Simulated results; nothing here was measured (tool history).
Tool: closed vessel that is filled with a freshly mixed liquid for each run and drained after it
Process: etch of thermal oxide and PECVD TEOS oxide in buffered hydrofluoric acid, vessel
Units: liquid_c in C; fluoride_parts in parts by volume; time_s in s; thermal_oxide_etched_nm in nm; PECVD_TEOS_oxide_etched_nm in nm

run,hour,liquid_c,fluoride_parts,time_s,thermal_oxide_etched_nm,PECVD_TEOS_oxide_etched_nm
1,0.0,23.0,20.5,60,33.126,42.798
2,7.5,25.5,18.0,60,42.857,55.135
3,8.5,27.0,17.0,60,49.105,63.271
4,14.5,27.0,17.0,35,28.782,37.177
5,19.9,27.0,14.5,35,33.538,43.260
6,28.0,27.0,9.5,35,49.831,64.088
7,29.2,28.0,9.0,35,54.643,70.109
8,30.0,29.0,8.5,35,60.785,78.706
9,31.4,29.5,8.5,35,62.227,80.174
10,32.2,30.0,8.5,35,64.504,83.024

The next listed run, before its measurement:
11,33.2,30.5,8.5,35,?,?

thermal_oxide_etched_nm: 64.941 nm
PECVD_TEOS_oxide_etched_nm: 85.007 nm

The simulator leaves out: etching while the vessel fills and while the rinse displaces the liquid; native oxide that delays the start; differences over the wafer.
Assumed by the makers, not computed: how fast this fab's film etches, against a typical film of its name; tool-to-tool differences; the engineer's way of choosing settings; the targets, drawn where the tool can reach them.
